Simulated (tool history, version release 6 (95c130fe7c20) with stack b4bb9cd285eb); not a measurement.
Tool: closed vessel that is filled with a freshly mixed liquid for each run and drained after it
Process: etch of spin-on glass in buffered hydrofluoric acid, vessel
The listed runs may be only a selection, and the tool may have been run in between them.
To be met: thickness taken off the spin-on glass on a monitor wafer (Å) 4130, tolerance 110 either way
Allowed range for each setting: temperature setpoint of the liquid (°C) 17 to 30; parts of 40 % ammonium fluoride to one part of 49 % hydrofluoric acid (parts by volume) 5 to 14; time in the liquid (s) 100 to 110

run,hour,temperature setpoint of the liquid (°C),parts of 40 % ammonium fluoride to one part of 49 % hydrofluoric acid (parts by volume),time in the liquid (s),thickness taken off the spin-on glass on a monitor wafer (Å)
1,0,22,8.5,100,3037.2
2,1.6,23.5,8.5,100,3335.4
3,4.1,23.5,8.5,100,3355.4
4,6.5,23.5,8.5,100,3329.3
5,11.9,21,8.5,100,2915.9
6,20.4,21,7.5,100,3326.8
7,27.4,22,7.5,100,3508.7
8,32.4,22.5,7.5,100,3569.8
9,38.7,22.5,7.5,100,3623.5
10,43.6,23,7.5,100,3690.3

Which one of the following 4 next-run settings gets every result inside its allowed miss? There is exactly one.
A,48.5,24,7,105,?
B,48.5,26,8.5,110,?
C,48.5,22.5,7.5,105,?
D,48.5,22,7.5,110,?

move,thickness taken off the spin-on glass on a monitor wafer (Å)
A,4445.5
B,4207
C,3801.4
D,3874.2
A: the result that was furthest off in the last run now lies on the other side of its target
B: all results in spec
C: closer than the last run, but not yet in spec
D: closer than the last run, but not yet in spec
B meets every target.

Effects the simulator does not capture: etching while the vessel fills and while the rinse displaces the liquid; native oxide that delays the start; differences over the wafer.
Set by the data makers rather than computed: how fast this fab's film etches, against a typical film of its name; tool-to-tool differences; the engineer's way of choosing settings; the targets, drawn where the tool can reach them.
